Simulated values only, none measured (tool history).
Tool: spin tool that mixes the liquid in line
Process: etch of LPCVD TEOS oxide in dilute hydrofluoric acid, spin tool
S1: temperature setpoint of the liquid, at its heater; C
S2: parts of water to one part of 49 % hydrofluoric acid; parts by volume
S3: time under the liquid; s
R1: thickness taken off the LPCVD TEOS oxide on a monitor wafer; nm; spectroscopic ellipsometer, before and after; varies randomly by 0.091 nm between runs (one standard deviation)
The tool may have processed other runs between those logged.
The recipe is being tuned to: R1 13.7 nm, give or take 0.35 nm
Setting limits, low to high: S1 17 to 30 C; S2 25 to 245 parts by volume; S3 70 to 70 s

run	hour	S1	S2	S3	R1
1	0	22	135	70	11.48
2	8.4	22	135	70	11.473
3	15.8	22	135	70	11.416
4	21.3	23	135	70	11.86
5	28.6	23	160	70	9.7165
6	35.4	24.5	155	70	10.653
7	37.1	26	155	70	11.397
8	38.6	27	155	70	11.743
9	46.4	27.5	155	70	11.963
10	51.8	28	155	70	12.359
11	59.7	28.5	155	70	12.339
12	60.5	29	155	70	12.649

Which of these 4 next moves meets every target?
A	61.3	28	140	70	?
B	61.3	28.5	135	70	?
C	61.3	30	145	70	?
D	61.3	29	140	70	?

move	R1
A	13.785
B	14.656
C	14.226
D	14.302
A: all results land within tolerance of their targets
B: pushes the last run's worst result past its target
C: pushes the last run's worst result past its target
D: pushes the last run's worst result past its target
A is the move that brings every result within its allowed miss.
